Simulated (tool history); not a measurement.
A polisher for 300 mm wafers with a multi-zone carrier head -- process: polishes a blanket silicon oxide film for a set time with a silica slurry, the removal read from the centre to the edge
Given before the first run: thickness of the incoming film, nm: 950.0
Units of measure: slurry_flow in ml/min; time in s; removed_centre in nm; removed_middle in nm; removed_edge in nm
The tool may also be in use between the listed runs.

| run | hour | slurry_flow | centre_zone | middle_zone | edge_zone | slurry_solids | time | removed_centre | removed_middle | removed_edge |
|---|---|---|---|---|---|---|---|---|---|---|
| 1 | 0.0 | 210 | 1.00 | 1.00 | 1.00 | 1.00 | 74 | 176.52 | 181.53 | 180.37 |
| 2 | 0.8 | 210 | 1.00 | 1.00 | 1.00 | 1.15 | 74 | 190.02 | 193.46 | 190.40 |
| 3 | 3.9 | 215 | 1.00 | 1.02 | 1.02 | 1.20 | 74 | 191.91 | 199.58 | 196.45 |
| 4 | 10.9 | 215 | 0.97 | 1.02 | 1.02 | 1.20 | 74 | 187.27 | 206.61 | 194.94 |
| 5 | 19.8 | 215 | 0.97 | 1.02 | 1.02 | 1.00 | 74 | 170.47 | 188.96 | 181.71 |
| 6 | 21.4 | 220 | 0.97 | 1.03 | 1.04 | 1.05 | 74 | 175.92 | 195.06 | 185.11 |
| 7 | 27.6 | 220 | 0.97 | 1.03 | 1.05 | 1.10 | 75 | 184.52 | 200.77 | 193.62 |
| 8 | 29.8 | 220 | 0.96 | 1.04 | 1.06 | 1.15 | 75 | 187.25 | 210.98 | 199.28 |
| 9 | 35.3 | 220 | 0.96 | 1.05 | 1.07 | 1.20 | 75 | 193.87 | 215.59 | 206.17 |
| 10 | 40.1 | 220 | 0.96 | 1.06 | 1.08 | 1.25 | 75 | 195.36 | 216.26 | 205.69 |
| 11 | 41.1 | 225 | 0.95 | 1.06 | 1.09 | 1.30 | 75 | 195.55 | 220.64 | 212.85 |
| 12 | 46.9 | 230 | 0.95 | 1.07 | 1.10 | 1.35 | 75 | 203.12 | 223.54 | 213.15 |
| 13 | 54.6 | 225 | 0.95 | 1.08 | 1.10 | 1.35 | 76 | 203.24 | 236.14 | 221.35 |
| 14 | 57.4 | 225 | 0.96 | 1.09 | 1.11 | 1.35 | 76 | 198.16 | 237.09 | 224.60 |
| 15 | 63.0 | 235 | 0.96 | 1.09 | 1.11 | 1.35 | 76 | 201.42 | 237.94 | 221.92 |
| 16 | 70.1 | 235 | 0.97 | 1.09 | 1.11 | 1.35 | 76 | 206.20 | 233.45 | 220.26 |
| 17 | 77.7 | 235 | 0.97 | 1.10 | 1.11 | 1.35 | 76 | 210.53 | 232.83 | 222.61 |
| 18 | 80.5 | 235 | 0.97 | 1.11 | 1.11 | 1.35 | 76 | 205.59 | 239.06 | 218.39 |

Run 19 is up next; what results do you expect?
| 19 | 89.6 | 235 | 0.97 | 1.11 | 1.12 | 1.35 | 76 | ? | ? | ? |

removed_centre: 207.68 nm
removed_middle: 243.32 nm
removed_edge: 225.95 nm

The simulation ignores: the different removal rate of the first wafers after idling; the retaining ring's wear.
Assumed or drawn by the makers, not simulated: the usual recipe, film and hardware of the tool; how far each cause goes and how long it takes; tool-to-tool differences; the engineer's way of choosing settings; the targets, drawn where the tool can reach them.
